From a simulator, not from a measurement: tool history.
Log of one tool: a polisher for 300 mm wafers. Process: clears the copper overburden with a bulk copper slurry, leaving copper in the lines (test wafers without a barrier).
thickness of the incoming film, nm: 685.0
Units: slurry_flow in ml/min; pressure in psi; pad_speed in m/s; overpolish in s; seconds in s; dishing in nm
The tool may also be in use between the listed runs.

run,day,slurry_flow,pressure,pad_speed,slurry_solids,overpolish,seconds,dishing
1,0.000,235,2.2,1.20,1.0,24,83.943,77.355
2,0.342,215,2.2,1.20,1.0,24,85.419,78.678
3,0.496,215,2.2,1.20,1.0,29,85.648,84.237
4,0.871,260,2.2,1.20,1.0,29,83.883,83.348
5,1.017,260,2.2,1.20,1.0,23,80.254,75.688
6,1.071,260,1.9,1.18,1.0,22,92.008,72.466
7,1.171,260,1.7,1.14,1.0,19,102.580,60.552
8,1.204,260,1.7,1.14,1.0,19,100.380,61.722
9,1.496,260,1.5,1.12,1.0,19,108.880,59.641

The next listed run, before its measurement:
10,1.829,260,1.5,1.12,1.0,19,?,?

Run 10 gave seconds 108.840 s, dishing 59.740 nm.
